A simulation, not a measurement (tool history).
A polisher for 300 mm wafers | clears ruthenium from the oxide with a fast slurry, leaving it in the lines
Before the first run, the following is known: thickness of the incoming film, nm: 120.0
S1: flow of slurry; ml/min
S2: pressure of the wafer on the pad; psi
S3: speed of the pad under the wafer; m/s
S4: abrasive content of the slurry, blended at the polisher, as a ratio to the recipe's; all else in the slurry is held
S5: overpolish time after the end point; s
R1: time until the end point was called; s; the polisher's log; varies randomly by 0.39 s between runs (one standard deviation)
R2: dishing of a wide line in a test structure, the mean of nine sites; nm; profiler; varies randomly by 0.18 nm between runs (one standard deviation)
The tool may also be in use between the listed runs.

| run | hour | S1 | S2 | S3 | S4 | S5 | R1 | R2 |
|---|---|---|---|---|---|---|---|---|
| 1 | 0.0 | 225 | 1.9 | 0.86 | 1.0 | 11 | 45.183 | 25.132 |
| 2 | 1.5 | 235 | 1.9 | 0.86 | 1.0 | 10 | 44.528 | 23.255 |
| 3 | 9.2 | 240 | 1.9 | 0.86 | 1.0 | 9 | 44.219 | 20.685 |
| 4 | 17.4 | 295 | 1.9 | 0.86 | 1.0 | 9 | 43.395 | 21.741 |
| 5 | 22.8 | 295 | 1.9 | 0.74 | 1.0 | 9 | 49.668 | 18.990 |
| 6 | 30.6 | 295 | 1.9 | 0.64 | 1.0 | 9 | 55.215 | 17.182 |
| 7 | 33.2 | 300 | 2.0 | 0.64 | 1.0 | 8 | 52.634 | 16.222 |
| 8 | 42.1 | 315 | 2.3 | 0.64 | 1.0 | 6 | 46.654 | 13.773 |

Expected results for the next run?
| 9 | 46.0 | 310 | 2.3 | 0.66 | 1.0 | 7 | ? | ? |

{"run 9": {"R1": 44.283, "R2": 16.489}}
